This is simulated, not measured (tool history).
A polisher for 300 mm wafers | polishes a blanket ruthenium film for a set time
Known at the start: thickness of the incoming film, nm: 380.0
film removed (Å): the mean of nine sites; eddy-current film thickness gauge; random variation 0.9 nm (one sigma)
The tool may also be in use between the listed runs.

run  hour  flow of slurry (ml/min)  pressure of the wafer on the pad (psi)  speed of the pad under the wafer (m/s)  polishing time (s)  film removed (Å)
  1     0                      275                                     2.7                                    1.02                  89            1360.8
  2   8.2                      275                                     2.7                                    1.02                  93            1400.6
  3   8.8                      275                                     2.5                                    1.02                  93            1339.2
  4  11.7                      275                                     2.5                                    1.02                  93              1346
  5  12.8                      275                                     2.3                                    1.02                  93            1295.6
  6  17.1                      275                                     2.1                                    1.02                  93            1235.2

The next listed run, before its measurement:
  7  23.2                      275                                     1.9                                    1.02                  93                 ?

film removed (Å): 1158.4

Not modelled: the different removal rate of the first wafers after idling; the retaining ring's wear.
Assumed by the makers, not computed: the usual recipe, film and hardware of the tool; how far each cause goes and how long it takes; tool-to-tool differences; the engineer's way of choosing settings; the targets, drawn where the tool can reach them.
